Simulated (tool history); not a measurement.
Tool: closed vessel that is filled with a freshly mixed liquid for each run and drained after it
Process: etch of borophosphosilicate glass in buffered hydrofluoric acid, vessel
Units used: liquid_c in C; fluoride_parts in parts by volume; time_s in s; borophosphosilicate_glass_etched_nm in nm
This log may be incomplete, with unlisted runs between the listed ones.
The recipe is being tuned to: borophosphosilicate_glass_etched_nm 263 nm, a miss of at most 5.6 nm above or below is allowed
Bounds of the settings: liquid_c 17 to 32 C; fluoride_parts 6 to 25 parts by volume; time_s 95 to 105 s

run	hour	liquid_c	fluoride_parts	time_s	borophosphosilicate_glass_etched_nm
1	0	24	15.5	95	177.56
2	9.3	25	15.5	95	187.13
3	15.5	25	13	95	225.01
4	22.2	26.5	13	95	242.69
5	27.7	27.5	13	95	254.06
6	29.2	27.5	16.5	95	204.7
7	34.9	28	16.5	95	210.7
8	36.7	28.5	16.5	95	211.55
9	39	29	16.5	95	219.59
10	43.1	29.5	16.5	95	224.83
11	46.5	30	16.5	95	229.61
12	47.5	31	16	95	252.4

5 next moves are on the table. One of them brings every result within its allowed miss. Which?
A	48.5	31.5	16.5	100	?
B	48.5	26	13	100	?
C	48.5	32	17	95	?
D	48.5	29	15	100	?
E	48.5	30	17	105	?

move	borophosphosilicate_glass_etched_nm
A	264.75
B	250.76
C	250.63
D	255.27
E	249.69
A: all results land within tolerance of their targets
B: moves away from the targets compared with the last run
C: moves away from the targets compared with the last run
D: an improvement on the last run, though not all results are within tolerance
E: moves away from the targets compared with the last run
The move that meets every target is A.
